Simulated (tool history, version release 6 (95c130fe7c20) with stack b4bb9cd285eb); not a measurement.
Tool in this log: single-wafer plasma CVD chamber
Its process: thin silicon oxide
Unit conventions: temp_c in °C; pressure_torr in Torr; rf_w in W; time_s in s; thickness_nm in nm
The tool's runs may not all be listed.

run  hour  temp_c  pressure_torr  rf_w  time_s  thickness_nm
  1     0     410          0.603   235    5.23        6.2743
  2     6     410          0.579   235    5.23        5.9568
  3   6.8     410           0.56   235    5.23        5.7924
  4   9.3     410          0.542   235    5.23        5.6268
  5  13.7     410          0.542   235    5.23        5.5955
  6  15.9     410          0.542   235    5.39        5.7622
  7  20.1     410          0.525   235    5.39        5.6246
  8  20.7     410           0.51   235    5.39        5.4424
  9  21.2     410           0.51   235    5.39        5.4683

What will run 10 give?
 10    25     410          0.497   235    5.39             ?

{"run 10": {"thickness_nm": 5.2557}}
